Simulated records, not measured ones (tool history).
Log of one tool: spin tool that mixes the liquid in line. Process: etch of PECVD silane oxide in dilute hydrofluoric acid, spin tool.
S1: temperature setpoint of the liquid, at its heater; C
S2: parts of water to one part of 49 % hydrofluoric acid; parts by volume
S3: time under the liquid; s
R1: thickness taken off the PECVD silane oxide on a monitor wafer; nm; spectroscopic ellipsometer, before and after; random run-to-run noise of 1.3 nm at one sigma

| run | hour | S1 | S2 | S3 | R1 |
|---|---|---|---|---|---|
| 1 | 0 | 25 | 40 | 95 | 80.551 |
| 2 | 2.2 | 27 | 40 | 95 | 88.642 |
| 3 | 9.3 | 27 | 35 | 95 | 102.21 |
| 4 | 11.4 | 27 | 35 | 100 | 107.43 |
| 5 | 13.2 | 28.5 | 35 | 100 | 114.23 |
| 6 | 15.9 | 29.5 | 35 | 100 | 116.13 |
| 7 | 21.5 | 30 | 35 | 100 | 120.88 |
| 8 | 24.2 | 30.5 | 35 | 100 | 123.35 |

Run 9 has not been measured yet. What should we expect?
| 9 | 27 | 31 | 35 | 100 | ? |

{"run 9": {"R1": 124.23}}
